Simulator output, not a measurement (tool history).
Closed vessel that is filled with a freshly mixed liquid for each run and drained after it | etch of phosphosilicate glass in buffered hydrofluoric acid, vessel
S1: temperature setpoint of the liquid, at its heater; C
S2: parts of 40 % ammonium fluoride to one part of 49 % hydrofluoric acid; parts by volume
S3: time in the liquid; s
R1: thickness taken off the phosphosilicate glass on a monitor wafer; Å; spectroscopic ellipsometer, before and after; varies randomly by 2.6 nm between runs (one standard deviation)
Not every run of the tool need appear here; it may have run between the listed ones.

Run 1, day 0: S1 21 C, S2 14.5 parts by volume, S3 85 s. Result: R1 3848.1 Å.
Run 2, day 0.121: S1 21.5 C, S2 14.5 parts by volume, S3 85 s. Result: R1 3966.1 Å.
Run 3, day 0.212: S1 21.5 C, S2 18.5 parts by volume, S3 85 s. Result: R1 3107.2 Å.
Run 4, day 0.271: S1 21.5 C, S2 21 parts by volume, S3 85 s. Result: R1 2783.5 Å.
Run 5, day 0.45: S1 18 C, S2 21 parts by volume, S3 85 s. Result: R1 2285.4 Å.
Run 6, day 0.642: S1 20 C, S2 21 parts by volume, S3 85 s. Result: R1 2564.3 Å.
Run 7, day 0.925: S1 21.5 C, S2 20.5 parts by volume, S3 85 s. Result: R1 2814.6 Å.

Expected results for the next run?
Run 8, day 1.229: S1 22.5 C, S2 20 parts by volume, S3 85 s. Result: R1 ?.

R1: 3040.4 Å
